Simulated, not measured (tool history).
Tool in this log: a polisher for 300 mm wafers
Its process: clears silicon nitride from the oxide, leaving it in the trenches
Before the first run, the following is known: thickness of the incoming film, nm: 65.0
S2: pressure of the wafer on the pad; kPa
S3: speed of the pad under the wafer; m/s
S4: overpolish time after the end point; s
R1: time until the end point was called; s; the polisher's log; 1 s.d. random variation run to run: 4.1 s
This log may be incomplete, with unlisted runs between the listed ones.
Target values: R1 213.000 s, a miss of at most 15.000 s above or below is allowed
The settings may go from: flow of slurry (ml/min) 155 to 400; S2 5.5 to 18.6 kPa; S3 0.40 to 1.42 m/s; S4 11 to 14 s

run 1 hour=0.0 | flow_of_slurry_(ml/min)=255 S2=11.7 S3=0.90 S4=14 | R1=113.980
run 2 hour=7.0 | flow_of_slurry_(ml/min)=305 S2=11.7 S3=0.90 S4=14 | R1=108.970
run 3 hour=11.8 | flow_of_slurry_(ml/min)=305 S2=13.1 S3=0.90 S4=14 | R1=98.414
run 4 hour=17.5 | flow_of_slurry_(ml/min)=335 S2=13.1 S3=0.90 S4=14 | R1=101.370
run 5 hour=24.8 | flow_of_slurry_(ml/min)=335 S2=14.5 S3=0.90 S4=14 | R1=88.517
run 6 hour=30.4 | flow_of_slurry_(ml/min)=335 S2=12.4 S3=0.86 S4=14 | R1=105.950
run 7 hour=36.6 | flow_of_slurry_(ml/min)=330 S2=11.0 S3=0.80 S4=14 | R1=126.360
run 8 hour=39.8 | flow_of_slurry_(ml/min)=330 S2=11.0 S3=0.80 S4=14 | R1=122.810

Next run, 4 choices. One meets every target within its allowed miss, the rest don't. Which?
run A hour=43.0 | flow_of_slurry_(ml/min)=375 S2=17.9 S3=1.22 S4=11 | R1=?
run B hour=43.0 | flow_of_slurry_(ml/min)=260 S2=8.3 S3=0.70 S4=14 | R1=?
run C hour=43.0 | flow_of_slurry_(ml/min)=290 S2=7.6 S3=0.64 S4=11 | R1=?
run D hour=43.0 | flow_of_slurry_(ml/min)=280 S2=10.3 S3=0.60 S4=13 | R1=?

move=A R1=57.903
move=B R1=194.910
move=C R1=224.810
move=D R1=175.250
A: further off than the last run
B: better than the last run, though not everything is in spec
C: every result within its allowed miss
D: better than the last run, though not everything is in spec
So the answer is move C, the one that meets all the targets.
